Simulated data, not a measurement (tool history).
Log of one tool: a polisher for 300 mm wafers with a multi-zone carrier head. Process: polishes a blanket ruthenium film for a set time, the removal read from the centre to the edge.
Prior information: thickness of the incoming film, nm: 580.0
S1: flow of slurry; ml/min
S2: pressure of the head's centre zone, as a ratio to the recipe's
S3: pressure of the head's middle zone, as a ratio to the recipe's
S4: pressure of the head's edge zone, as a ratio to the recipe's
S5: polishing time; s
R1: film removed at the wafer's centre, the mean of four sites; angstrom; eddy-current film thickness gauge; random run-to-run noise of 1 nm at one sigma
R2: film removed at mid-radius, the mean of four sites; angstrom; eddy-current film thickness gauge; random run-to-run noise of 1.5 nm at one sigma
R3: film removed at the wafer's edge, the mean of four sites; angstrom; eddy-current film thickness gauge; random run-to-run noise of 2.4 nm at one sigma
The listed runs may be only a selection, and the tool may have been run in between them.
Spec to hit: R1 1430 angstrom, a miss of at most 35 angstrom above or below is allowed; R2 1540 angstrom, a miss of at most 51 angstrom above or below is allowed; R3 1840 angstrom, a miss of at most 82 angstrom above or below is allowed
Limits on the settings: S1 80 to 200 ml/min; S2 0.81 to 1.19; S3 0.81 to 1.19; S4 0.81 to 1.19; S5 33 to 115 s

| run | hour | S1 | S2 | S3 | S4 | S5 | R1 | R2 | R3 |
|---|---|---|---|---|---|---|---|---|---|
| 1 | 0 | 130 | 1 | 1 | 1 | 73 | 1418.7 | 1392.5 | 1438.5 |
| 2 | 3.2 | 130 | 1 | 1 | 1 | 56 | 1070.1 | 1085.1 | 1092.7 |
| 3 | 5 | 130 | 0.98 | 1 | 1.03 | 60 | 1144.7 | 1167.8 | 1191.3 |
| 4 | 9.5 | 130 | 0.98 | 0.93 | 1.03 | 60 | 1130.3 | 1097.6 | 1233.8 |
| 5 | 17.4 | 130 | 0.98 | 0.88 | 1.03 | 60 | 1126.9 | 1066.3 | 1207.1 |
| 6 | 19.7 | 135 | 0.96 | 0.89 | 1.05 | 63 | 1164.4 | 1103.2 | 1273.7 |
| 7 | 21.3 | 135 | 0.86 | 0.99 | 1.15 | 84 | 1405.8 | 1613.4 | 1769.3 |
| 8 | 29.1 | 135 | 0.86 | 0.98 | 1.16 | 84 | 1403.5 | 1614.2 | 1791.5 |
| 9 | 34.8 | 135 | 0.86 | 0.98 | 1.16 | 84 | 1420.8 | 1615.4 | 1808.4 |
| 10 | 37.6 | 135 | 0.86 | 0.97 | 1.16 | 84 | 1413.6 | 1592.9 | 1800 |
| 11 | 42.2 | 135 | 0.86 | 0.97 | 1.16 | 84 | 1408.5 | 1620.1 | 1784.9 |

5 next moves are on the table. One of them brings every result within its allowed miss. Which?
| A | 46.8 | 170 | 0.87 | 1.02 | 1.11 | 81 | ? | ? | ? |
| B | 46.8 | 120 | 0.83 | 1.11 | 1.16 | 89 | ? | ? | ? |
| C | 46.8 | 115 | 0.88 | 0.93 | 1.19 | 87 | ? | ? | ? |
| D | 46.8 | 120 | 0.85 | 0.95 | 1.18 | 84 | ? | ? | ? |
| E | 46.8 | 115 | 0.87 | 1.04 | 1.18 | 87 | ? | ? | ? |

| move | R1 | R2 | R3 |
|---|---|---|---|
| A | 1427.1 | 1663.8 | 1762 |
| B | 1373.6 | 1815.1 | 1874.7 |
| C | 1404.2 | 1522.9 | 1846.6 |
| D | 1326.6 | 1512.6 | 1788.8 |
| E | 1389.1 | 1664 | 1835.9 |
A: lands further from the targets than the last run did
B: lands further from the targets than the last run did
C: in spec on every target
D: meets the target for the result that was furthest off, but another lies outside its allowed miss
E: lands further from the targets than the last run did
C meets every target.
